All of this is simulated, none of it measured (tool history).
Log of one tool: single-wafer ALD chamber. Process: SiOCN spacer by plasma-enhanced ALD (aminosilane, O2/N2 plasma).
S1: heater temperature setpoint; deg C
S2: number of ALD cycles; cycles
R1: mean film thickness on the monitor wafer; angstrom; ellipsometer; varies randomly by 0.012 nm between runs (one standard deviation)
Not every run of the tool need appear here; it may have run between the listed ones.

Run 1, hour 0: S1 415 deg C, S2 57 cycles. Result: R1 35.278 angstrom.
Run 2, hour 9.1: S1 415 deg C, S2 50 cycles. Result: R1 31.024 angstrom.
Run 3, hour 11.7: S1 410 deg C, S2 50 cycles. Result: R1 31.771 angstrom.
Run 4, hour 20.5: S1 408 deg C, S2 52 cycles. Result: R1 32.897 angstrom.
Run 5, hour 21.6: S1 408 deg C, S2 46 cycles. Result: R1 29.139 angstrom.
Run 6, hour 29: S1 407 deg C, S2 48 cycles. Result: R1 30.495 angstrom.

Run 7 has not been measured yet. What should we expect?
Run 7, hour 33.4: S1 406 deg C, S2 50 cycles. Result: R1 ?.

R1: 32.059 angstrom

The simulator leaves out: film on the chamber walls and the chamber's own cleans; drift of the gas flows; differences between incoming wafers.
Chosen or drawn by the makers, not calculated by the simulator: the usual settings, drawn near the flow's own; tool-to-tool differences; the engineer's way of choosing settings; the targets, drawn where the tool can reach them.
